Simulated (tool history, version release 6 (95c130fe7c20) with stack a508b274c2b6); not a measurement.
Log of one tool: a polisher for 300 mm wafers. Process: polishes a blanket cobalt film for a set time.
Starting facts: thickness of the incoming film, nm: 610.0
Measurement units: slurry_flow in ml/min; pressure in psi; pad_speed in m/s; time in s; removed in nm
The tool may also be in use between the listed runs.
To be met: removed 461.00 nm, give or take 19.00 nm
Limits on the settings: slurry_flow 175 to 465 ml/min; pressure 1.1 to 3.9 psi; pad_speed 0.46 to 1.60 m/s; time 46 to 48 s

{"run": 1, "hour": 0.0, "slurry_flow": 295, "pressure": 2.5, "pad_speed": 1.02, "time": 46, "removed": 267.04}
{"run": 2, "hour": 6.5, "slurry_flow": 295, "pressure": 2.5, "pad_speed": 1.02, "time": 48, "removed": 281.28}
{"run": 3, "hour": 9.3, "slurry_flow": 340, "pressure": 2.5, "pad_speed": 1.02, "time": 48, "removed": 276.94}
{"run": 4, "hour": 17.4, "slurry_flow": 370, "pressure": 2.5, "pad_speed": 1.02, "time": 48, "removed": 286.87}
{"run": 5, "hour": 25.5, "slurry_flow": 370, "pressure": 2.8, "pad_speed": 1.02, "time": 48, "removed": 314.99}
{"run": 6, "hour": 31.5, "slurry_flow": 370, "pressure": 3.0, "pad_speed": 1.02, "time": 48, "removed": 339.04}
{"run": 7, "hour": 36.7, "slurry_flow": 370, "pressure": 3.2, "pad_speed": 1.02, "time": 48, "removed": 366.46}
{"run": 8, "hour": 42.6, "slurry_flow": 370, "pressure": 3.3, "pad_speed": 1.02, "time": 48, "removed": 363.86}
{"run": 9, "hour": 48.1, "slurry_flow": 370, "pressure": 3.4, "pad_speed": 1.04, "time": 48, "removed": 396.28}
{"run": 10, "hour": 52.8, "slurry_flow": 370, "pressure": 3.5, "pad_speed": 1.04, "time": 48, "removed": 395.61}
{"run": 11, "hour": 61.5, "slurry_flow": 370, "pressure": 3.6, "pad_speed": 1.04, "time": 48, "removed": 412.52}
{"run": 12, "hour": 63.9, "slurry_flow": 370, "pressure": 3.7, "pad_speed": 1.04, "time": 48, "removed": 418.63}

Pick the move, out of 4, that brings all results within their allowed miss; only one does.
{"run": "A", "hour": 66.3, "slurry_flow": 360, "pressure": 3.5, "pad_speed": 0.96, "time": 46, "removed": "?"}
{"run": "B", "hour": 66.3, "slurry_flow": 395, "pressure": 3.9, "pad_speed": 0.98, "time": 47, "removed": "?"}
{"run": "C", "hour": 66.3, "slurry_flow": 375, "pressure": 3.5, "pad_speed": 1.06, "time": 46, "removed": "?"}
{"run": "D", "hour": 66.3, "slurry_flow": 390, "pressure": 3.9, "pad_speed": 1.1, "time": 47, "removed": "?"}

move=A removed=356.97
move=B removed=416.42
move=C removed=394.14
move=D removed=465.41
A: lands further from the targets than the last run did
B: lands further from the targets than the last run did
C: lands further from the targets than the last run did
D: every result within its allowed miss
D meets every target.
